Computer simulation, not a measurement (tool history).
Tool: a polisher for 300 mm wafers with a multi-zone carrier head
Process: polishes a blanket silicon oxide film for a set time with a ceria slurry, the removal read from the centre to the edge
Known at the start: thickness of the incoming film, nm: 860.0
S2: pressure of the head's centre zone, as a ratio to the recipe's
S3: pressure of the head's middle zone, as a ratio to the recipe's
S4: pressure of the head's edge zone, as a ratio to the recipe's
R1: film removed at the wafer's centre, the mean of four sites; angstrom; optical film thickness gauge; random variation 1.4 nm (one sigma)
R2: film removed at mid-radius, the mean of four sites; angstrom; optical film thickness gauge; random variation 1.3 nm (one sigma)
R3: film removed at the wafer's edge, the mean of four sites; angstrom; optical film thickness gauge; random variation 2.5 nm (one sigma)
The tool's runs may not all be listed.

{"run": 1, "day": 0.0, "flow of slurry (ml/min)": 235, "S2": 1, "S3": 1, "S4": 1, "polishing time (s)": 41, "R1": 3240, "R2": 3227.6, "R3": 3149.7}
{"run": 2, "day": 0.108, "flow of slurry (ml/min)": 220, "S2": 0.95, "S3": 0.96, "S4": 0.97, "polishing time (s)": 37, "R1": 2746.9, "R2": 2788.7, "R3": 2747.2}
{"run": 3, "day": 0.388, "flow of slurry (ml/min)": 205, "S2": 0.91, "S3": 0.92, "S4": 0.96, "polishing time (s)": 35, "R1": 2463, "R2": 2562.3, "R3": 2599.5}
{"run": 4, "day": 0.471, "flow of slurry (ml/min)": 205, "S2": 0.91, "S3": 0.92, "S4": 0.96, "polishing time (s)": 31, "R1": 2152.3, "R2": 2275.2, "R3": 2276.7}
{"run": 5, "day": 0.562, "flow of slurry (ml/min)": 240, "S2": 0.91, "S3": 0.92, "S4": 0.96, "polishing time (s)": 31, "R1": 2256.7, "R2": 2347.7, "R3": 2319.8}
{"run": 6, "day": 0.883, "flow of slurry (ml/min)": 185, "S2": 0.91, "S3": 0.92, "S4": 0.96, "polishing time (s)": 31, "R1": 2145.7, "R2": 2265, "R3": 2234.3}
{"run": 7, "day": 0.962, "flow of slurry (ml/min)": 175, "S2": 0.89, "S3": 0.89, "S4": 0.96, "polishing time (s)": 31, "R1": 2051.7, "R2": 2215.1, "R3": 2254}

Forecast run 8:
{"run": 8, "day": 1.258, "flow of slurry (ml/min)": 170, "S2": 0.88, "S3": 0.81, "S4": 0.92, "polishing time (s)": 28, "R1": "?", "R2": "?", "R3": "?"}

Run 8 gave R1 1847.5 angstrom, R2 1885.7 angstrom, R3 1990.3 angstrom.

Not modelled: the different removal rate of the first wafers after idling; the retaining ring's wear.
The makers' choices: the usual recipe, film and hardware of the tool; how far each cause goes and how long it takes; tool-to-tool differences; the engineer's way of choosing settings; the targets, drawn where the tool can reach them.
